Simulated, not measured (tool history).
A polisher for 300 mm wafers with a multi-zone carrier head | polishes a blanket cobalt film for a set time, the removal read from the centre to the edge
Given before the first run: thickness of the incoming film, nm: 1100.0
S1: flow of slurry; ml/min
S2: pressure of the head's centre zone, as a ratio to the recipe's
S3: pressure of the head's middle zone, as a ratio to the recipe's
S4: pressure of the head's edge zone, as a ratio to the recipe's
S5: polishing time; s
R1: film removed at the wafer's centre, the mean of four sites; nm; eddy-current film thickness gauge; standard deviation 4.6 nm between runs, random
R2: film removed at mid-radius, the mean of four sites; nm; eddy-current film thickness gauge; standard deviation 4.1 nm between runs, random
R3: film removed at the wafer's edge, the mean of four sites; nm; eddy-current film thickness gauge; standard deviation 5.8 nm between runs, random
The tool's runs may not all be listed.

run	hour	S1	S2	S3	S4	S5	R1	R2	R3
1	0.0	280	1.00	1.00	1.00	53	241.78	237.52	239.29
2	8.0	285	1.00	1.03	1.02	57	263.55	259.30	263.71
3	11.4	285	1.00	0.97	1.02	57	265.73	247.89	262.91
4	19.1	285	1.00	0.97	1.09	57	268.38	252.80	270.10
5	19.9	285	1.00	0.97	1.09	52	243.96	226.92	238.99
6	27.3	285	1.00	0.97	1.14	52	240.39	228.12	243.26
7	34.4	295	1.00	1.00	1.13	56	264.27	251.70	266.45
8	37.6	295	0.99	1.03	1.09	60	283.11	282.88	290.74
9	40.4	305	0.99	1.05	1.08	62	286.70	292.12	290.42
10	43.1	305	0.99	1.07	1.08	65	303.62	305.75	296.79
11	49.5	305	0.99	1.07	1.08	65	299.97	310.71	304.72
12	58.3	305	0.98	1.08	1.08	68	317.44	331.94	313.96
13	63.5	310	0.96	1.08	1.09	70	318.44	341.84	325.90
# hour 67.3: worn pad replaced by a new one
14	67.3	315	0.95	1.09	1.10	72	358.72	393.99	378.56
15	71.7	325	0.95	1.10	1.10	72	362.02	391.89	378.19
16	72.6	335	0.95	1.11	1.10	72	360.37	399.07	377.89
17	80.6	345	0.95	1.12	1.10	72	354.37	403.63	381.91
18	83.8	350	0.95	1.13	1.10	72	368.48	408.87	387.46
19	88.0	355	0.95	1.14	1.10	72	367.72	405.92	379.71
20	96.8	365	0.94	1.15	1.10	72	360.89	406.99	376.39
21	101.7	370	0.94	1.16	1.10	72	359.10	416.74	387.27
22	110.5	370	0.94	1.16	1.10	72	363.01	414.78	376.12
23	118.0	370	0.94	1.16	1.10	72	355.36	415.18	378.91
24	120.2	375	0.94	1.16	1.11	72	355.80	415.34	383.30
25	126.1	380	0.94	1.16	1.11	72	362.80	415.23	372.08

Expected results for the next run?
26	130.4	375	0.93	1.15	1.12	74	?	?	?

Run 26 gave R1 356.73 nm, R2 416.74 nm, R3 401.66 nm.
